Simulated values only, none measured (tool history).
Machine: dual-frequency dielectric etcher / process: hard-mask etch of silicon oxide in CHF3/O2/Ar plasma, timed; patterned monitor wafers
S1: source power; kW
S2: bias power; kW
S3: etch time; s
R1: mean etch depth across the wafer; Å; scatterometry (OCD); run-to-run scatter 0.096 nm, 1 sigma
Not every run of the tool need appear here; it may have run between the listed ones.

run    day    S1     S2    S3      R1
  1      0  0.62  0.122  24.5  463.68
  2  0.083  0.71  0.122  24.5  503.91
  3  0.121  0.71  0.137  24.5   531.9
  4  0.329  0.66  0.135  24.5  504.58
  5  0.388  0.62  0.134  24.5  485.48
  6  0.483  0.62  0.134  25.5  504.71
  7  0.767  0.58  0.133  25.5  482.98

Run 8 has not been measured yet. What should we expect?
  8  0.846  0.55  0.132  25.5   ?

{"run 8": {"R1": 464.47}}
